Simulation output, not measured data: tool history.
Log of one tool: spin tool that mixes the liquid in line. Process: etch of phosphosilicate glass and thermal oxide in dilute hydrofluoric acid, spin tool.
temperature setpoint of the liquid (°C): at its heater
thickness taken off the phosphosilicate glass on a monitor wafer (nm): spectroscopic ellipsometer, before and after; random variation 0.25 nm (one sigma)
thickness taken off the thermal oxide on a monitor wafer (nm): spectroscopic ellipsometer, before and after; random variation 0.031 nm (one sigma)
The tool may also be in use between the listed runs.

| run | hour | temperature setpoint of the liquid (°C) | parts of water to one part of 49 % hydrofluoric acid (parts by volume) | time under the liquid (s) | thickness taken off the phosphosilicate glass on a monitor wafer (nm) | thickness taken off the thermal oxide on a monitor wafer (nm) |
|---|---|---|---|---|---|---|
| 1 | 0 | 26 | 155 | 65 | 32.165 | 1.9299 |
| 2 | 1.3 | 28 | 150 | 65 | 35.917 | 2.1915 |
| 3 | 8.5 | 28 | 190 | 65 | 26.906 | 1.6286 |
| 4 | 17.2 | 24.5 | 190 | 65 | 23.828 | 1.4454 |
| 5 | 17.8 | 27 | 175 | 65 | 28.656 | 1.7386 |
| 6 | 21.4 | 27 | 215 | 65 | 22.566 | 1.3601 |
| 7 | 29.7 | 29 | 195 | 65 | 27.14 | 1.6189 |

The next listed run, before its measurement:
| 8 | 34.9 | 30 | 175 | 65 | ? | ? |

{"run 8": {"thickness taken off the phosphosilicate glass on a monitor wafer (nm)": 31.975, "thickness taken off the thermal oxide on a monitor wafer (nm)": 1.9307}}

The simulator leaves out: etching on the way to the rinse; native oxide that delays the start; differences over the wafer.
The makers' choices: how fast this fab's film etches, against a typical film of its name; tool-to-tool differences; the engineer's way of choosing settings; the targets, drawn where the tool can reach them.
